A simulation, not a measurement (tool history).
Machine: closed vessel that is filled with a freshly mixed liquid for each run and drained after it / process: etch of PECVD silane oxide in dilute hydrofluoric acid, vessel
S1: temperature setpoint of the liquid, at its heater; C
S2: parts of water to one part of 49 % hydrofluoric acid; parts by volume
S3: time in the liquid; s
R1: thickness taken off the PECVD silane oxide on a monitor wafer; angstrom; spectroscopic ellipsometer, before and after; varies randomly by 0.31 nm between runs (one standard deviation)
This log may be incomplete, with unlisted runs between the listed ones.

Run 1, day 0: S1 22 C, S2 65 parts by volume, S3 90 s. Result: R1 561.7 angstrom.
Run 2, day 0.262: S1 22 C, S2 65 parts by volume, S3 95 s. Result: R1 598.66 angstrom.
Run 3, day 0.517: S1 25 C, S2 65 parts by volume, S3 95 s. Result: R1 670.06 angstrom.
Run 4, day 0.838: S1 23.5 C, S2 70 parts by volume, S3 95 s. Result: R1 586.52 angstrom.
Run 5, day 1.162: S1 25.5 C, S2 70 parts by volume, S3 95 s. Result: R1 641.26 angstrom.
Run 6, day 1.521: S1 23.5 C, S2 75 parts by volume, S3 95 s. Result: R1 533.57 angstrom.
Run 7, day 1.579: S1 22 C, S2 75 parts by volume, S3 95 s. Result: R1 508.86 angstrom.
Run 8, day 1.696: S1 22 C, S2 75 parts by volume, S3 95 s. Result: R1 507.89 angstrom.
At day 1.812: hydrofluoric acid flow meter replaced.
Run 9, day 1.812: S1 21 C, S2 75 parts by volume, S3 95 s. Result: R1 431.57 angstrom.
Run 10, day 1.921: S1 20.5 C, S2 75 parts by volume, S3 95 s. Result: R1 422.12 angstrom.

Run 11, settings as shown, results not yet in. Your forecast:
Run 11, day 2.083: S1 20 C, S2 75 parts by volume, S3 95 s. Result: R1 ?.

{"run 11": {"R1": 413.25}}
